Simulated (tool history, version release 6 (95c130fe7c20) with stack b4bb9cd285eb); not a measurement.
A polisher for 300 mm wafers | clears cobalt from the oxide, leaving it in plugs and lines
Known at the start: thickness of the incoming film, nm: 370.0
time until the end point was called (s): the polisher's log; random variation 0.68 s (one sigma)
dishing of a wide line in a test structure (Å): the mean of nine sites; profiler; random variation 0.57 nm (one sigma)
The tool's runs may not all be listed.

| run | day | flow of slurry (ml/min) | pressure of the wafer on the pad (kPa) | speed of the pad under the wafer (cm/s) | overpolish time after the end point (s) | time until the end point was called (s) | dishing of a wide line in a test structure (Å) |
|---|---|---|---|---|---|---|---|
| 1 | 0 | 145 | 16.5 | 86 | 12 | 86.497 | 353.62 |
| 2 | 0.225 | 170 | 16.5 | 86 | 12 | 84.873 | 357.47 |
| 3 | 0.533 | 170 | 16.5 | 102 | 12 | 71.725 | 404.58 |
| 4 | 0.892 | 205 | 16.5 | 102 | 12 | 68.455 | 408.12 |
| 5 | 1.125 | 205 | 16.5 | 102 | 9 | 69.775 | 343.59 |
| 6 | 1.212 | 205 | 16.5 | 102 | 6 | 68.359 | 256.1 |
| 7 | 1.317 | 205 | 16.5 | 102 | 6 | 69.716 | 258.73 |
| 8 | 1.425 | 205 | 17.9 | 102 | 6 | 63.197 | 271.31 |
| 9 | 1.704 | 205 | 19.3 | 104 | 7 | 56.596 | 322.61 |

Forecast run 10:
| 10 | 1.925 | 205 | 20 | 104 | 7 | ? | ? |

{"run 10": {"time until the end point was called (s)": 55.934, "dishing of a wide line in a test structure (Å)": 329.35}}
